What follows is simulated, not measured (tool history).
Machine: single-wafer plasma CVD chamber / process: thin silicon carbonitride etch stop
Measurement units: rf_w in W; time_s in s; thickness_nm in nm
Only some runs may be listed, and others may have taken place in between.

run  hour  rf_w  time_s  thickness_nm
  1   0.0   200    25.0        15.330
  2   6.9   225    25.0        15.938
  3   7.4   210    23.5        14.661
  4   9.0   190    23.5        14.159
  5  13.2   180    22.6        13.306
  6  18.6   170    22.1        12.844
  7  27.6   165    21.7        12.515
  8  29.2   160    21.4        12.199

Forecast run 9:
  9  34.7   155    21.2             ?

thickness_nm: 11.881 nm

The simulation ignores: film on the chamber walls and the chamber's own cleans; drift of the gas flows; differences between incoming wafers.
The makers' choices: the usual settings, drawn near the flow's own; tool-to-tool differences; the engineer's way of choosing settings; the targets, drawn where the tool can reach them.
